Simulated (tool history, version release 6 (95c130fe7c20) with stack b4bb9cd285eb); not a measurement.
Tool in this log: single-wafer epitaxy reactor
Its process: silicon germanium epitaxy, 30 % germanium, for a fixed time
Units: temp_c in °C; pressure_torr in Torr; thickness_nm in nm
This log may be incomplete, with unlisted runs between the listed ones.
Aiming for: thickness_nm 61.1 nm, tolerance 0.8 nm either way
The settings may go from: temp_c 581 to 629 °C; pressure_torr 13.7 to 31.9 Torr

run 1 hour=0 | temp_c=605 pressure_torr=22.8 | thickness_nm=70.845
run 2 hour=8.7 | temp_c=610 pressure_torr=22.8 | thickness_nm=76.636
run 3 hour=9.7 | temp_c=608 pressure_torr=22.8 | thickness_nm=73.915
run 4 hour=16.1 | temp_c=606 pressure_torr=22.8 | thickness_nm=72.182
run 5 hour=17.7 | temp_c=605 pressure_torr=22.8 | thickness_nm=70.463
run 6 hour=21.4 | temp_c=600 pressure_torr=22.8 | thickness_nm=65.319
run 7 hour=25.2 | temp_c=599 pressure_torr=22.8 | thickness_nm=64.598
run 8 hour=31.7 | temp_c=597 pressure_torr=22.8 | thickness_nm=62.786

5 candidate next runs follow, results not yet known. Just one meets every target within its allowed miss. Identify it.
run A hour=38.2 | temp_c=591 pressure_torr=25.8 | thickness_nm=?
run B hour=38.2 | temp_c=599 pressure_torr=21.4 | thickness_nm=?
run C hour=38.2 | temp_c=595 pressure_torr=26.2 | thickness_nm=?
run D hour=38.2 | temp_c=594 pressure_torr=24.2 | thickness_nm=?
run E hour=38.2 | temp_c=599 pressure_torr=22 | thickness_nm=?

move=A thickness_nm=59.444
move=B thickness_nm=62.986
move=C thickness_nm=63.821
move=D thickness_nm=60.902
move=E thickness_nm=63.657
A: carries the result that was furthest off beyond its target, to the other side
B: the biggest miss grows against the last run
C: the biggest miss grows against the last run
D: all results in spec
E: the biggest miss grows against the last run
Correct choice: D, which meets every target
